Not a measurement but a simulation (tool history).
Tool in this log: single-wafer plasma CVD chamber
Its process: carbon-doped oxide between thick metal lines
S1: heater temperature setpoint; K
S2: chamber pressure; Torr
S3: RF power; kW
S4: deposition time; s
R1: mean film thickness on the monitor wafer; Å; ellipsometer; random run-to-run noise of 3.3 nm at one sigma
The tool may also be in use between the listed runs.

{"run": 1, "hour": 0.0, "S1": 618.15, "S2": 5.19, "S3": 0.4, "S4": 225, "R1": 9064.7}
{"run": 2, "hour": 3.5, "S1": 627.15, "S2": 5.19, "S3": 0.4, "S4": 225, "R1": 8848.1}
{"run": 3, "hour": 8.8, "S1": 633.15, "S2": 5.19, "S3": 0.4, "S4": 225, "R1": 8801.7}
{"run": 4, "hour": 12.9, "S1": 627.15, "S2": 5.19, "S3": 0.4, "S4": 225, "R1": 8916.2}
{"run": 5, "hour": 19.3, "S1": 625.15, "S2": 5.6, "S3": 0.41, "S4": 225, "R1": 9188.1}
{"run": 6, "hour": 25.7, "S1": 625.15, "S2": 5.6, "S3": 0.41, "S4": 232, "R1": 9489.3}
{"run": 7, "hour": 33.7, "S1": 623.15, "S2": 5.82, "S3": 0.415, "S4": 232, "R1": 9662.8}
{"run": 8, "hour": 39.4, "S1": 622.15, "S2": 5.98, "S3": 0.42, "S4": 232, "R1": 9749.7}

Forecast run 9:
{"run": 9, "hour": 40.2, "S1": 621.15, "S2": 6.06, "S3": 0.425, "S4": 232, "R1": "?"}

Run 9 gave R1 9822.0 Å.
